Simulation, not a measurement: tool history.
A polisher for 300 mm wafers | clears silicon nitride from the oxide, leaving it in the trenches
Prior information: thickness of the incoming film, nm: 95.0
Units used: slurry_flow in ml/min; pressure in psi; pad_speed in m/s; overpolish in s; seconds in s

run 1 day=0.000 | slurry_flow=290 pressure=2.7 pad_speed=1.18 overpolish=8 | seconds=111.330
run 2 day=0.367 | slurry_flow=290 pressure=2.2 pad_speed=1.18 overpolish=8 | seconds=126.760
run 3 day=0.638 | slurry_flow=265 pressure=2.2 pad_speed=1.18 overpolish=8 | seconds=124.850
run 4 day=0.950 | slurry_flow=265 pressure=2.5 pad_speed=1.20 overpolish=8 | seconds=116.410
run 5 day=1.104 | slurry_flow=265 pressure=2.5 pad_speed=0.94 overpolish=8 | seconds=143.170
run 6 day=1.250 | slurry_flow=265 pressure=2.8 pad_speed=0.94 overpolish=8 | seconds=133.100
run 7 day=1.283 | slurry_flow=265 pressure=3.1 pad_speed=0.98 overpolish=8 | seconds=120.600
run 8 day=1.417 | slurry_flow=265 pressure=3.4 pad_speed=1.02 overpolish=8 | seconds=110.080
run 9 day=1.704 | slurry_flow=265 pressure=3.6 pad_speed=1.04 overpolish=8 | seconds=104.010

Predict the results of run 10:
run 10 day=1.821 | slurry_flow=265 pressure=3.7 pad_speed=1.06 overpolish=8 | seconds=?

For run 10 the tool returned seconds 98.829 s.
